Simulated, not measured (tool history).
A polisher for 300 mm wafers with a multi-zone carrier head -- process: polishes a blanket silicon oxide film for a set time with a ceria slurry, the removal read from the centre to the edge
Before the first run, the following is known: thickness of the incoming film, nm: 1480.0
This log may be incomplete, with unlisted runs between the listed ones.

run,hour,flow of slurry (ml/min),pressure of the head's centre zone,pressure of the head's middle zone,pressure of the head's edge zone,polishing time (s),film removed at the wafer's centre (angstrom),film removed at mid-radius (angstrom),film removed at the wafer's edge (angstrom)
1,0,275,1,1,1,71,2662.4,2833.8,2649.3
2,1.7,275,1.03,1,1,71,2716.4,2755.1,2640.6
3,2.5,275,1.03,1,1.04,71,2716.5,2755.4,2702.8
4,5.4,275,0.99,1,1.04,71,2642.1,2643.3,2702.9
5,14.4,280,1.01,0.97,1.04,68,2545.5,2592.4,2578.5
6,23.1,280,0.93,0.97,1.04,68,2349.8,2528.1,2623.5
7,31.6,270,0.96,0.94,1.05,66,2360.5,2383.7,2510.7
8,39.8,260,0.97,0.91,1.05,65,2315.2,2302.4,2493.2
9,47.3,255,0.99,0.89,1.05,64,2337.8,2196.2,2412
10,56.1,250,1,0.88,1.04,64,2356.9,2197.6,2419.1
11,57.8,245,1.01,0.87,1.03,63,2323.8,2094.8,2352.3
12,59.5,245,1.02,0.87,1.02,63,2342.4,2144.3,2352.4

Run 13 comes next. What will it give?
13,66.7,240,1.03,0.86,1.01,63,?,?,?

For run 13 the tool returned film removed at the wafer's centre (angstrom) 2397.1, film removed at mid-radius (angstrom) 2142.1, film removed at the wafer's edge (angstrom) 2354.4.

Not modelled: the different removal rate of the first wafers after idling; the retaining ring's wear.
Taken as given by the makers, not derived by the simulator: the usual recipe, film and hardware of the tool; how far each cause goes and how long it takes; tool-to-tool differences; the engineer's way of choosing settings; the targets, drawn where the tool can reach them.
